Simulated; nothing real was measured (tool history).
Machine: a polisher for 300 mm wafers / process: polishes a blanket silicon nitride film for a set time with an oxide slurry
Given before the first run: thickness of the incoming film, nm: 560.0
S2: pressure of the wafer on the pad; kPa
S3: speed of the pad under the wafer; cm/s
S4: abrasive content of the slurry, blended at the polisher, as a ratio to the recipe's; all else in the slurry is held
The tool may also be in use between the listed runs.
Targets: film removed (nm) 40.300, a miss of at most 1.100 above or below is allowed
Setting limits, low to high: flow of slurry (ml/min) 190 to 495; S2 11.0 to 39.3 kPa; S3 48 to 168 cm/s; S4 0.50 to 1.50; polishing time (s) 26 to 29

{"run": 1, "hour": 0.0, "flow of slurry (ml/min)": 320, "S2": 24.8, "S3": 108, "S4": 1.0, "polishing time (s)": 29, "film removed (nm)": 22.931}
{"run": 2, "hour": 8.1, "flow of slurry (ml/min)": 320, "S2": 26.9, "S3": 108, "S4": 1.0, "polishing time (s)": 29, "film removed (nm)": 24.648}
{"run": 3, "hour": 9.4, "flow of slurry (ml/min)": 320, "S2": 26.9, "S3": 122, "S4": 1.0, "polishing time (s)": 29, "film removed (nm)": 26.901}
{"run": 4, "hour": 18.2, "flow of slurry (ml/min)": 320, "S2": 26.9, "S3": 104, "S4": 1.0, "polishing time (s)": 29, "film removed (nm)": 23.853}
{"run": 5, "hour": 22.5, "flow of slurry (ml/min)": 320, "S2": 29.0, "S3": 106, "S4": 1.0, "polishing time (s)": 29, "film removed (nm)": 26.152}
{"run": 6, "hour": 26.9, "flow of slurry (ml/min)": 320, "S2": 29.0, "S3": 106, "S4": 0.8, "polishing time (s)": 29, "film removed (nm)": 22.907}
{"run": 7, "hour": 28.9, "flow of slurry (ml/min)": 320, "S2": 30.3, "S3": 110, "S4": 0.8, "polishing time (s)": 29, "film removed (nm)": 25.026}
{"run": 8, "hour": 34.2, "flow of slurry (ml/min)": 320, "S2": 31.7, "S3": 114, "S4": 0.8, "polishing time (s)": 29, "film removed (nm)": 27.109}
{"run": 9, "hour": 40.0, "flow of slurry (ml/min)": 320, "S2": 33.1, "S3": 116, "S4": 0.8, "polishing time (s)": 29, "film removed (nm)": 28.745}
{"run": 10, "hour": 43.5, "flow of slurry (ml/min)": 320, "S2": 33.8, "S3": 118, "S4": 0.8, "polishing time (s)": 29, "film removed (nm)": 29.523}
{"run": 11, "hour": 45.4, "flow of slurry (ml/min)": 320, "S2": 34.5, "S3": 120, "S4": 0.8, "polishing time (s)": 29, "film removed (nm)": 30.592}
{"run": 12, "hour": 48.8, "flow of slurry (ml/min)": 320, "S2": 35.2, "S3": 122, "S4": 0.8, "polishing time (s)": 29, "film removed (nm)": 31.195}
{"run": 13, "hour": 54.3, "flow of slurry (ml/min)": 320, "S2": 35.9, "S3": 126, "S4": 0.8, "polishing time (s)": 29, "film removed (nm)": 33.457}
{"run": 14, "hour": 55.7, "flow of slurry (ml/min)": 320, "S2": 36.5, "S3": 128, "S4": 0.8, "polishing time (s)": 29, "film removed (nm)": 34.319}
{"run": 15, "hour": 59.9, "flow of slurry (ml/min)": 320, "S2": 37.2, "S3": 130, "S4": 0.8, "polishing time (s)": 29, "film removed (nm)": 35.16}
{"run": 16, "hour": 64.7, "flow of slurry (ml/min)": 320, "S2": 37.2, "S3": 132, "S4": 0.8, "polishing time (s)": 29, "film removed (nm)": 35.287}
{"run": 17, "hour": 66.3, "flow of slurry (ml/min)": 320, "S2": 37.2, "S3": 134, "S4": 0.8, "polishing time (s)": 29, "film removed (nm)": 35.834}

Which of these 4 next moves meets every target?
{"run": "A", "hour": 67.9, "flow of slurry (ml/min)": 325, "S2": 39.3, "S3": 144, "S4": 0.85, "polishing time (s)": 28, "film removed (nm)": "?"}
{"run": "B", "hour": 67.9, "flow of slurry (ml/min)": 370, "S2": 33.8, "S3": 126, "S4": 0.9, "polishing time (s)": 28, "film removed (nm)": "?"}
{"run": "C", "hour": 67.9, "flow of slurry (ml/min)": 260, "S2": 35.2, "S3": 168, "S4": 1.0, "polishing time (s)": 28, "film removed (nm)": "?"}
{"run": "D", "hour": 67.9, "flow of slurry (ml/min)": 320, "S2": 39.3, "S3": 142, "S4": 0.7, "polishing time (s)": 29, "film removed (nm)": "?"}

move=A film_removed_(nm)=39.682
move=B film_removed_(nm)=31.937
move=C film_removed_(nm)=42.772
move=D film_removed_(nm)=36.598
A: every result lands within tolerance
B: further off than the last run
C: takes the biggest miss from the last run beyond its target
D: nearer than the last run, and not there yet
Answer: A
